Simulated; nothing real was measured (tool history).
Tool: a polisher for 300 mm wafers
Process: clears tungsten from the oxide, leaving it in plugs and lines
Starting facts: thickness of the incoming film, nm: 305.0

run,hour,flow of slurry (ml/min),pressure of the wafer on the pad (psi),speed of the pad under the wafer (cm/s),abrasive content of the slurry,overpolish time after the end point (s),time until the end point was called (s)
1,0,295,2.3,136,1,26,71.626
2,2.8,295,2.5,138,1,26,63.87
3,9.6,295,2.5,138,1.2,26,60.91
4,13,295,2.6,138,1.2,26,58.85
5,18.1,220,2.6,138,1.2,26,60.163
6,23.2,220,2.6,138,1.3,26,59.236

What will run 7 give?
7,31.3,220,2.7,138,1.3,26,?

{"run 7": {"time until the end point was called (s)": 56.074}}
